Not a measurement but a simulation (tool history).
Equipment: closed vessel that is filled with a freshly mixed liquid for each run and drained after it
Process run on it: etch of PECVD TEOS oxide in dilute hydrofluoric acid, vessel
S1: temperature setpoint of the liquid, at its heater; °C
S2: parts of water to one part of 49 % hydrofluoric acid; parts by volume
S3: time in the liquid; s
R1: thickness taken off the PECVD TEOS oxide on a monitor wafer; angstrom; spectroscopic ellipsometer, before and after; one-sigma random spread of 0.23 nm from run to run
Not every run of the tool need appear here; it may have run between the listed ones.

{"run": 1, "hour": 0.0, "S1": 22, "S2": 55, "S3": 105, "R1": 372.85}
{"run": 2, "hour": 7.0, "S1": 21.5, "S2": 55, "S3": 105, "R1": 373.78}
{"run": 3, "hour": 11.2, "S1": 21.5, "S2": 35, "S3": 105, "R1": 597.05}
{"run": 4, "hour": 19.3, "S1": 21.5, "S2": 35, "S3": 110, "R1": 632.49}
{"run": 5, "hour": 23.1, "S1": 21, "S2": 40, "S3": 110, "R1": 542.1}
{"run": 6, "hour": 24.7, "S1": 21, "S2": 40, "S3": 110, "R1": 531.45}
{"run": 7, "hour": 33.5, "S1": 20.5, "S2": 45, "S3": 110, "R1": 458.28}
{"run": 8, "hour": 37.4, "S1": 20, "S2": 50, "S3": 110, "R1": 405.18}
{"run": 9, "hour": 46.0, "S1": 19.5, "S2": 55, "S3": 110, "R1": 360.99}
{"run": 10, "hour": 51.4, "S1": 19, "S2": 55, "S3": 110, "R1": 346.26}
{"run": 11, "hour": 55.5, "S1": 18.5, "S2": 55, "S3": 110, "R1": 342.65}
{"run": 12, "hour": 63.1, "S1": 17.5, "S2": 65, "S3": 110, "R1": 271.88}

Run 13, settings as shown, results not yet in. Your forecast:
{"run": 13, "hour": 67.5, "S1": 17, "S2": 70, "S3": 110, "R1": "?"}

{"run 13": {"R1": 246.58}}

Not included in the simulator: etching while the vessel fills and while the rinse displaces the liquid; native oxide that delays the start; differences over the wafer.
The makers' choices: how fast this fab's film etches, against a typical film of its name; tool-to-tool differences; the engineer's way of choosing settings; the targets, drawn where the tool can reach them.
